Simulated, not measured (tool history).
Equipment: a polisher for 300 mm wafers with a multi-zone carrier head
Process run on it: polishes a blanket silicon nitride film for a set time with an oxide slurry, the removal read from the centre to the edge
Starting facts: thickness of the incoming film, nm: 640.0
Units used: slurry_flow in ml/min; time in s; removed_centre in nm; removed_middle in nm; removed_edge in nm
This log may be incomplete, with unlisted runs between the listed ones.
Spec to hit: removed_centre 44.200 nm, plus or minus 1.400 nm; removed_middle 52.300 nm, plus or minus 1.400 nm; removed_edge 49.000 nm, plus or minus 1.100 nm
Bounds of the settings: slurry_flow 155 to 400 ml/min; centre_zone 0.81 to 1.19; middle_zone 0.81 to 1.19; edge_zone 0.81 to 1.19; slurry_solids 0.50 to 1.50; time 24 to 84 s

run	hour	slurry_flow	centre_zone	middle_zone	edge_zone	slurry_solids	time	removed_centre	removed_middle	removed_edge
1	0.0	255	1.00	1.00	1.00	1.00	54	43.287	43.193	42.614
2	3.6	255	1.00	1.00	1.00	0.80	54	37.505	37.941	36.335
3	10.6	255	0.97	1.00	1.00	0.80	54	36.750	38.099	36.621
4	18.3	255	0.97	0.93	1.00	0.80	54	36.697	35.336	36.828
5	22.5	265	0.97	0.97	1.03	0.85	54	37.894	38.655	38.604
6	28.2	270	0.97	0.99	1.06	0.90	54	39.389	40.943	41.083
7	32.7	280	0.97	1.01	1.09	0.95	54	41.278	43.194	43.075
8	39.8	290	0.96	1.03	1.11	0.95	54	40.747	43.612	43.512
9	40.6	295	0.96	1.06	1.13	1.00	54	42.005	46.538	45.583
10	44.0	305	0.96	1.08	1.14	1.00	54	42.657	47.561	46.231
11	46.0	315	0.96	1.10	1.15	1.00	54	42.731	47.887	46.546
12	54.7	320	0.96	1.12	1.16	1.00	54	42.930	48.076	45.804
13	55.8	325	0.95	1.13	1.17	1.00	54	41.987	49.543	46.340
14	60.5	330	0.95	1.13	1.17	1.00	54	42.075	48.533	46.869
15	69.5	330	0.95	1.14	1.17	1.00	54	41.919	49.188	47.120

Below are 4 possible settings for the next run. Only one of them brings all results inside the allowed miss of their targets. Which is it?
A	78.5	310	0.91	1.12	1.17	0.90	57	?	?	?
B	78.5	380	0.95	1.15	1.19	1.10	53	?	?	?
C	78.5	320	0.98	1.17	1.15	1.20	55	?	?	?
D	78.5	245	0.90	1.02	1.19	1.10	58	?	?	?

move	removed_centre	removed_middle	removed_edge
A	39.076	48.108	45.985
B	43.361	52.221	49.058
C	47.897	56.816	51.793
D	43.350	49.955	52.472
A: further off than the last run
B: every result lands within tolerance
C: carries the result that was furthest off beyond its target, to the other side
D: further off than the last run
B meets every target.
